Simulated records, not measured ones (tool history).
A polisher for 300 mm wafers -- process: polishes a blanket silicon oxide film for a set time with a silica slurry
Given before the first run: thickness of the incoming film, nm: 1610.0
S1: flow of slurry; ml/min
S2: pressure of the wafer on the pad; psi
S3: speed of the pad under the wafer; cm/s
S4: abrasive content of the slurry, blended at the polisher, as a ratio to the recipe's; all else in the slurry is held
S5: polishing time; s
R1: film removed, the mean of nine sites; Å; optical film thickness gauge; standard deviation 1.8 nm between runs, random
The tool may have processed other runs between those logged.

Run 1, hour 0.0: S1 235 ml/min, S2 5.2 psi, S3 110 cm/s, S4 1.0, S5 63 s. Result: R1 3011.4 Å.
Run 2, hour 8.6: S1 235 ml/min, S2 6.4 psi, S3 110 cm/s, S4 1.0, S5 63 s. Result: R1 3747.1 Å.
Run 3, hour 13.9: S1 235 ml/min, S2 6.4 psi, S3 126 cm/s, S4 1.0, S5 63 s. Result: R1 4092.6 Å.
Run 4, hour 16.3: S1 235 ml/min, S2 6.4 psi, S3 152 cm/s, S4 1.0, S5 63 s. Result: R1 4770.2 Å.
Run 5, hour 18.8: S1 235 ml/min, S2 6.4 psi, S3 166 cm/s, S4 1.0, S5 63 s. Result: R1 5110.0 Å.
Run 6, hour 22.3: S1 260 ml/min, S2 6.4 psi, S3 166 cm/s, S4 1.0, S5 63 s. Result: R1 5305.6 Å.
Run 7, hour 30.8: S1 195 ml/min, S2 5.0 psi, S3 164 cm/s, S4 1.0, S5 63 s. Result: R1 3935.1 Å.
Run 8, hour 39.0: S1 195 ml/min, S2 4.3 psi, S3 162 cm/s, S4 1.0, S5 63 s. Result: R1 3370.0 Å.
Run 9, hour 42.6: S1 195 ml/min, S2 3.9 psi, S3 162 cm/s, S4 1.0, S5 63 s. Result: R1 3069.7 Å.
Run 10, hour 48.4: S1 185 ml/min, S2 2.5 psi, S3 162 cm/s, S4 1.0, S5 63 s. Result: R1 1986.9 Å.
Run 11, hour 55.1: S1 185 ml/min, S2 2.7 psi, S3 162 cm/s, S4 1.0, S5 63 s. Result: R1 2139.6 Å.
Run 12, hour 56.5: S1 185 ml/min, S2 2.8 psi, S3 162 cm/s, S4 1.0, S5 63 s. Result: R1 2216.1 Å.
Run 13, hour 61.3: S1 205 ml/min, S2 3.2 psi, S3 162 cm/s, S4 1.0, S5 63 s. Result: R1 2539.0 Å.
Run 14, hour 64.5: S1 205 ml/min, S2 3.2 psi, S3 162 cm/s, S4 1.0, S5 63 s. Result: R1 2549.5 Å.

Predict the results of run 15:
Run 15, hour 65.1: S1 195 ml/min, S2 3.2 psi, S3 162 cm/s, S4 1.0, S5 63 s. Result: R1 ?.

{"run 15": {"R1": 2552.4}}
